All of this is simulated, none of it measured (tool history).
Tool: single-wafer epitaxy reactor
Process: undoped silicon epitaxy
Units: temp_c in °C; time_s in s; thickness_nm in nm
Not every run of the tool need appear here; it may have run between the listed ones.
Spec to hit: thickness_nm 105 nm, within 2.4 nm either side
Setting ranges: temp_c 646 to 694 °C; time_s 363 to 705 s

Run 1, hour 0: temp_c 670 °C, time_s 534 s. Result: thickness_nm 138.02 nm.
Run 2, hour 7: temp_c 660 °C, time_s 534 s. Result: thickness_nm 110.56 nm.
Run 3, hour 16: temp_c 666 °C, time_s 534 s. Result: thickness_nm 126.19 nm.
Run 4, hour 18.3: temp_c 675 °C, time_s 534 s. Result: thickness_nm 154.55 nm.
Run 5, hour 24.1: temp_c 683 °C, time_s 534 s. Result: thickness_nm 182.8 nm.
Run 6, hour 29.6: temp_c 683 °C, time_s 457 s. Result: thickness_nm 157.27 nm.
At hour 34.7: pyrometer calibrated.
Run 7, hour 34.7: temp_c 679 °C, time_s 456 s. Result: thickness_nm 132.35 nm.
Run 8, hour 37.1: temp_c 677 °C, time_s 456 s. Result: thickness_nm 126.92 nm.
Run 9, hour 43.1: temp_c 675 °C, time_s 456 s. Result: thickness_nm 120.32 nm.

Below are 5 possible settings for the next run. Only one of them brings all results inside the allowed miss of their targets. Which is it?
Run A, hour 49.1: temp_c 670 °C, time_s 448 s. Result: thickness_nm ?.
Run B, hour 49.1: temp_c 669 °C, time_s 434 s. Result: thickness_nm ?.
Run C, hour 49.1: temp_c 666 °C, time_s 455 s. Result: thickness_nm ?.
Run D, hour 49.1: temp_c 689 °C, time_s 411 s. Result: thickness_nm ?.
Run E, hour 49.1: temp_c 670 °C, time_s 426 s. Result: thickness_nm ?.

move  thickness_nm
   A        107.03
   B        101.38
   C          99.3
   D        149.27
   E        101.78
A: all results land within tolerance of their targets
B: carries the result that was furthest off beyond its target, to the other side
C: carries the result that was furthest off beyond its target, to the other side
D: moves away from the targets compared with the last run
E: carries the result that was furthest off beyond its target, to the other side
Correct choice: A, which meets every target
